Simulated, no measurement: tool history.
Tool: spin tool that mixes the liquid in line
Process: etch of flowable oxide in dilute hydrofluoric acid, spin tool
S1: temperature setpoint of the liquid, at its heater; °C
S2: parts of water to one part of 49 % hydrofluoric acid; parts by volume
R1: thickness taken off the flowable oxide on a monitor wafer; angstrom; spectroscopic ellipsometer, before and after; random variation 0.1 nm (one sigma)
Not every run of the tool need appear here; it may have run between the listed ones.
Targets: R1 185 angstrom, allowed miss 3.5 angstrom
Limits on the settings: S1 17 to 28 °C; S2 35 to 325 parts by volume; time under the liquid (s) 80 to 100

Run 1, day 0: S1 20 °C, S2 180 parts by volume, time under the liquid (s) 100. Result: R1 157.2 angstrom.
Run 2, day 0.258: S1 20 °C, S2 230 parts by volume, time under the liquid (s) 100. Result: R1 116.67 angstrom.
Run 3, day 0.554: S1 17.5 °C, S2 230 parts by volume, time under the liquid (s) 100. Result: R1 106.92 angstrom.
Run 4, day 0.583: S1 19.5 °C, S2 230 parts by volume, time under the liquid (s) 100. Result: R1 115.04 angstrom.
Run 5, day 0.771: S1 19.5 °C, S2 230 parts by volume, time under the liquid (s) 80. Result: R1 91.98 angstrom.
Run 6, day 0.9: S1 19.5 °C, S2 280 parts by volume, time under the liquid (s) 80. Result: R1 72.202 angstrom.
Run 7, day 1.188: S1 23.5 °C, S2 210 parts by volume, time under the liquid (s) 80. Result: R1 119.07 angstrom.
Run 8, day 1.45: S1 27.5 °C, S2 140 parts by volume, time under the liquid (s) 80. Result: R1 227.22 angstrom.
Run 9, day 1.496: S1 25.5 °C, S2 140 parts by volume, time under the liquid (s) 80. Result: R1 210.43 angstrom.
Run 10, day 1.75: S1 24.5 °C, S2 140 parts by volume, time under the liquid (s) 80. Result: R1 202.12 angstrom.

Below are 5 possible settings for the next run. Only one of them brings all results inside the allowed miss of their targets. Which is it?
Run A, day 2.004: S1 24.5 °C, S2 145 parts by volume, time under the liquid (s) 80. Result: R1 ?.
Run B, day 2.004: S1 24.5 °C, S2 150 parts by volume, time under the liquid (s) 80. Result: R1 ?.
Run C, day 2.004: S1 27.5 °C, S2 160 parts by volume, time under the liquid (s) 80. Result: R1 ?.
Run D, day 2.004: S1 23.5 °C, S2 145 parts by volume, time under the liquid (s) 85. Result: R1 ?.
Run E, day 2.004: S1 20.5 °C, S2 145 parts by volume, time under the liquid (s) 100. Result: R1 ?.

move      R1
   A  191.52
   B  184.06
   C  190.72
   D  195.83
   E  204.86
A: closer than the last run, but not yet in spec
B: meets every target
C: closer than the last run, but not yet in spec
D: closer than the last run, but not yet in spec
E: misses by more than the last run did
So the answer is move B, the one that meets all the targets.

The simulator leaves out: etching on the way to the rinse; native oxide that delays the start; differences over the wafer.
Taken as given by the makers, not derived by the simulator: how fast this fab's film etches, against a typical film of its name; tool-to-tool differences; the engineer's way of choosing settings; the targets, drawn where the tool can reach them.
